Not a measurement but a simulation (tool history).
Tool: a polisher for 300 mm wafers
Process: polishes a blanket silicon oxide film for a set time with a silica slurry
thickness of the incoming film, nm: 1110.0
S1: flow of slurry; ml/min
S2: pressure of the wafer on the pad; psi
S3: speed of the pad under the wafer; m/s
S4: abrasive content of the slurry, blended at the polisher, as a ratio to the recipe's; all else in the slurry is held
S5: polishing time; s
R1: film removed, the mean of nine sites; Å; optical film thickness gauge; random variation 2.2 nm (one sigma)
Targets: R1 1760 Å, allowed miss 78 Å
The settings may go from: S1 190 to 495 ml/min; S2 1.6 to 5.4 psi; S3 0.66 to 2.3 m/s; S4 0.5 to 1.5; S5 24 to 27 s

| run | hour | S1 | S2 | S3 | S4 | S5 | R1 |
|---|---|---|---|---|---|---|---|
| 1 | 0 | 320 | 3.5 | 1.46 | 1 | 27 | 864.58 |
| 2 | 8.1 | 320 | 4 | 1.54 | 1 | 27 | 1030.6 |
| 3 | 13.6 | 320 | 4.4 | 1.62 | 1 | 27 | 1161.2 |
| 4 | 14.8 | 320 | 4.4 | 1.62 | 1 | 27 | 1163.5 |
| 5 | 18.4 | 320 | 4.4 | 1.62 | 1.1 | 27 | 1219.1 |
|  | 22.4 | slurry blender recalibrated |
| 6 | 22.4 | 320 | 4.9 | 1.62 | 1.1 | 27 | 1395.4 |
| 7 | 25.8 | 320 | 5 | 1.68 | 1.1 | 27 | 1501.5 |
| 8 | 30.3 | 320 | 5.1 | 1.7 | 1.1 | 27 | 1563.4 |
| 9 | 31.6 | 320 | 5.2 | 1.72 | 1.1 | 27 | 1536 |

4 next moves are on the table. One of them brings every result within its allowed miss. Which?
| A | 32.9 | 345 | 4.3 | 1.88 | 0.9 | 25 | ? |
| B | 32.9 | 350 | 5 | 1.76 | 1.1 | 24 | ? |
| C | 32.9 | 345 | 4.8 | 1.68 | 1.05 | 27 | ? |
| D | 32.9 | 270 | 5.4 | 1.84 | 1.2 | 27 | ? |

| move | R1 |
|---|---|
| A | 1221.9 |
| B | 1363.1 |
| C | 1400.4 |
| D | 1724.6 |
A: further off than the last run
B: further off than the last run
C: further off than the last run
D: meets every target
Move D is the one to make.

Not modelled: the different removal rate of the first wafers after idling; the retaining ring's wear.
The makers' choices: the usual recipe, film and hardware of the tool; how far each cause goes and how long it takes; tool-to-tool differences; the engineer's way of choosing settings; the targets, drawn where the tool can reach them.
